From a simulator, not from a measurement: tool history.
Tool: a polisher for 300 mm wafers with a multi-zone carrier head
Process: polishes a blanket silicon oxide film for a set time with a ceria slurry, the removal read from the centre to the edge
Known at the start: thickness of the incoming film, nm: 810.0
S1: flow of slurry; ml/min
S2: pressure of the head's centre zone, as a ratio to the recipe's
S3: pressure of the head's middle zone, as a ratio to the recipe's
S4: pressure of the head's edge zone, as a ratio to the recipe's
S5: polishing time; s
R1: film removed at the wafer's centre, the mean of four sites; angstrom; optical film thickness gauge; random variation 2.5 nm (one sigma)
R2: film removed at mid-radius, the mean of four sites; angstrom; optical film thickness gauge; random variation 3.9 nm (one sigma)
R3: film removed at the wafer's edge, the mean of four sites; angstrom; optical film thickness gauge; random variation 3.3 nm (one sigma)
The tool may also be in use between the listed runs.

run	hour	S1	S2	S3	S4	S5	R1	R2	R3
1	0.0	310	1.00	1.00	1.00	36	1805.1	1933.0	1948.3
2	2.1	235	1.00	1.00	1.00	36	1727.8	1837.6	1867.5
3	3.5	275	1.03	1.03	1.04	39	1980.3	2105.3	2135.3
4	6.2	240	1.03	1.03	1.04	39	1936.5	2054.6	2103.5
5	10.1	240	1.03	1.03	1.04	48	2401.2	2513.2	2545.0
6	12.3	280	1.05	1.05	1.06	48	2521.1	2706.9	2618.7
7	19.8	310	1.06	1.04	1.09	48	2569.1	2676.3	2707.1
8	26.2	335	1.07	1.05	1.10	48	2593.6	2791.1	2690.3
9	27.2	345	1.08	1.05	1.12	49	2688.3	2790.5	2846.1
10	30.1	355	1.09	1.06	1.12	49	2722.2	2815.7	2810.9

Forecast run 11:
11	36.4	365	1.10	1.07	1.13	49	?	?	?

{"run 11": {"R1": 2748.5, "R2": 2887.9, "R3": 2782.1}}

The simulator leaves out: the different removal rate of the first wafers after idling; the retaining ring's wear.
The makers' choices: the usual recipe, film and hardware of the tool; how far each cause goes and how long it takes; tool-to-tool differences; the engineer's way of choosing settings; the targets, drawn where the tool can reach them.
